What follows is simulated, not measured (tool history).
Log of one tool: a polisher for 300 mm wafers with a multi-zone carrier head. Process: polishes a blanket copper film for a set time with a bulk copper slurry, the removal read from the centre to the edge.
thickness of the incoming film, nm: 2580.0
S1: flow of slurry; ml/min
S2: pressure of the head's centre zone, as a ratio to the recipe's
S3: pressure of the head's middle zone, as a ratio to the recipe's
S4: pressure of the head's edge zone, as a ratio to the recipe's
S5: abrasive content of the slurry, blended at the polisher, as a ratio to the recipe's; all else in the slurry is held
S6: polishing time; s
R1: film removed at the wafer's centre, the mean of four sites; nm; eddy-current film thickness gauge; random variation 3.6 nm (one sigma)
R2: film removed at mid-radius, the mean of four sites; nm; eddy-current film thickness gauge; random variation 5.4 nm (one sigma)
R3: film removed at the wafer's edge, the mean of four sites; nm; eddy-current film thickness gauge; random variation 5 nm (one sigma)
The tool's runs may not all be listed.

Run 1, day 0.000: S1 260 ml/min, S2 1.00, S3 1.00, S4 1.00, S5 1.00, S6 52 s. Result: R1 531.65 nm, R2 536.98 nm, R3 531.95 nm.
Run 2, day 0.362: S1 320 ml/min, S2 1.00, S3 1.00, S4 1.00, S5 1.00, S6 52 s. Result: R1 555.11 nm, R2 554.62 nm, R3 548.59 nm.
Run 3, day 0.588: S1 305 ml/min, S2 0.99, S3 0.98, S4 0.96, S5 0.85, S6 51 s. Result: R1 508.83 nm, R2 520.13 nm, R3 509.57 nm.
Run 4, day 0.758: S1 305 ml/min, S2 0.96, S3 0.98, S4 0.96, S5 0.85, S6 51 s. Result: R1 497.86 nm, R2 527.70 nm, R3 499.89 nm.
Run 5, day 0.946: S1 295 ml/min, S2 0.97, S3 0.95, S4 0.92, S5 0.75, S6 50 s. Result: R1 482.81 nm, R2 487.42 nm, R3 476.03 nm.
Run 6, day 1.062: S1 280 ml/min, S2 0.97, S3 0.94, S4 0.89, S5 0.70, S6 50 s. Result: R1 471.36 nm, R2 468.51 nm, R3 456.64 nm.
Run 7, day 1.392: S1 265 ml/min, S2 0.97, S3 0.93, S4 0.87, S5 0.70, S6 50 s. Result: R1 472.65 nm, R2 465.36 nm, R3 448.47 nm.

The next listed run, before its measurement:
Run 8, day 1.517: S1 255 ml/min, S2 0.96, S3 0.92, S4 0.86, S5 0.70, S6 50 s. Result: R1 ?, R2 ?, R3 ?.

{"run 8": {"R1": 467.5, "R2": 455.5, "R3": 448.64}}
